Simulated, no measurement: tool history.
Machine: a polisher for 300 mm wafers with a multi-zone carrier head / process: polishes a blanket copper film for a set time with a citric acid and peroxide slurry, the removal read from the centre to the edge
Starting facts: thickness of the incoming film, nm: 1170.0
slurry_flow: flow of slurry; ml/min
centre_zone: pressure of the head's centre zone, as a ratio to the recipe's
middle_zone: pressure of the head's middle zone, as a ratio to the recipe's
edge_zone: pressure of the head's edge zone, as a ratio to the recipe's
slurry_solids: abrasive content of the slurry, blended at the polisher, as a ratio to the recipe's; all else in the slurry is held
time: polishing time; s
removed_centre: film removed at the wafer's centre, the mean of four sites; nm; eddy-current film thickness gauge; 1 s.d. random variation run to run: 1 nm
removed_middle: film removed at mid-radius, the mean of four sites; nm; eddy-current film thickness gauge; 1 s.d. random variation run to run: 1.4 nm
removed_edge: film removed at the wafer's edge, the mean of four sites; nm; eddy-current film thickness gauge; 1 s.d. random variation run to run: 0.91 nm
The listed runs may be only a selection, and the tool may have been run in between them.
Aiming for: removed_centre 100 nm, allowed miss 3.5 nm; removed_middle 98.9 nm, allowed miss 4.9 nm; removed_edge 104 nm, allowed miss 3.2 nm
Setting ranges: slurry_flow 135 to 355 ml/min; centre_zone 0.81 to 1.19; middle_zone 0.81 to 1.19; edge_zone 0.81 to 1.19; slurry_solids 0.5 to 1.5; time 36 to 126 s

Run 1, day 0: slurry_flow 225 ml/min, centre_zone 1, middle_zone 1, edge_zone 1, slurry_solids 1, time 81 s. Result: removed_centre 135.18 nm, removed_middle 137.67 nm, removed_edge 138.02 nm.
Run 2, day 0.238: slurry_flow 225 ml/min, centre_zone 1, middle_zone 1, edge_zone 1, slurry_solids 1, time 66 s. Result: removed_centre 110.16 nm, removed_middle 110.43 nm, removed_edge 110.36 nm.
Run 3, day 0.533: slurry_flow 225 ml/min, centre_zone 1, middle_zone 1, edge_zone 1, slurry_solids 0.9, time 66 s. Result: removed_centre 108.65 nm, removed_middle 111.43 nm, removed_edge 111.4 nm.
Run 4, day 0.812: slurry_flow 225 ml/min, centre_zone 1, middle_zone 1, edge_zone 1.03, slurry_solids 0.9, time 66 s. Result: removed_centre 108.71 nm, removed_middle 110.57 nm, removed_edge 111.96 nm.
Run 5, day 0.958: slurry_flow 220 ml/min, centre_zone 1, middle_zone 0.98, edge_zone 1.02, slurry_solids 0.85, time 66 s. Result: removed_centre 107.31 nm, removed_middle 108.44 nm, removed_edge 110.9 nm.
Run 6, day 1.267: slurry_flow 215 ml/min, centre_zone 1, middle_zone 0.97, edge_zone 1.01, slurry_solids 0.85, time 66 s. Result: removed_centre 105.87 nm, removed_middle 106.22 nm, removed_edge 110.17 nm.
Run 7, day 1.308: slurry_flow 210 ml/min, centre_zone 1, middle_zone 0.96, edge_zone 1, slurry_solids 0.85, time 66 s. Result: removed_centre 106.87 nm, removed_middle 106.29 nm, removed_edge 109.25 nm.
Run 8, day 1.471: slurry_flow 210 ml/min, centre_zone 1, middle_zone 0.96, edge_zone 1, slurry_solids 0.85, time 66 s. Result: removed_centre 106.74 nm, removed_middle 104.15 nm, removed_edge 108.4 nm.
Run 9, day 1.725: slurry_flow 200 ml/min, centre_zone 0.99, middle_zone 0.96, edge_zone 0.99, slurry_solids 0.85, time 66 s. Result: removed_centre 103.47 nm, removed_middle 103.87 nm, removed_edge 106.78 nm.
Run 10, day 1.792: slurry_flow 195 ml/min, centre_zone 0.99, middle_zone 0.95, edge_zone 0.99, slurry_solids 0.85, time 66 s. Result: removed_centre 103.04 nm, removed_middle 100.82 nm, removed_edge 107.25 nm.
Run 11, day 1.85: slurry_flow 190 ml/min, centre_zone 0.99, middle_zone 0.95, edge_zone 0.98, slurry_solids 0.85, time 66 s. Result: removed_centre 102.13 nm, removed_middle 103.77 nm, removed_edge 107.4 nm.
Run 12, day 2.15: slurry_flow 190 ml/min, centre_zone 0.99, middle_zone 0.94, edge_zone 0.97, slurry_solids 0.85, time 66 s. Result: removed_centre 103.01 nm, removed_middle 99.776 nm, removed_edge 105.04 nm.

Which single option among these 4 for the next run brings every result within its allowed miss of target? Just one does.
Run A, day 2.45: slurry_flow 220 ml/min, centre_zone 1.06, middle_zone 0.99, edge_zone 0.89, slurry_solids 0.8, time 65 s. Result: removed_centre ?, removed_middle ?, removed_edge ?.
Run B, day 2.45: slurry_flow 255 ml/min, centre_zone 0.94, middle_zone 0.91, edge_zone 0.93, slurry_solids 0.85, time 64 s. Result: removed_centre ?, removed_middle ?, removed_edge ?.
Run C, day 2.45: slurry_flow 190 ml/min, centre_zone 1.04, middle_zone 0.9, edge_zone 0.92, slurry_solids 0.85, time 67 s. Result: removed_centre ?, removed_middle ?, removed_edge ?.
Run D, day 2.45: slurry_flow 200 ml/min, centre_zone 0.98, middle_zone 0.82, edge_zone 0.93, slurry_solids 0.75, time 69 s. Result: removed_centre ?, removed_middle ?, removed_edge ?.

move  removed_centre  removed_middle  removed_edge
   A          111.03          103.35        101.47
   B           100.9          97.597        104.41
   C          110.68          97.137        105.53
   D          106.81          91.673         107.9
A: moves away from the targets compared with the last run
B: in spec on every target
C: moves away from the targets compared with the last run
D: moves away from the targets compared with the last run
So the answer is move B, the one that meets all the targets.

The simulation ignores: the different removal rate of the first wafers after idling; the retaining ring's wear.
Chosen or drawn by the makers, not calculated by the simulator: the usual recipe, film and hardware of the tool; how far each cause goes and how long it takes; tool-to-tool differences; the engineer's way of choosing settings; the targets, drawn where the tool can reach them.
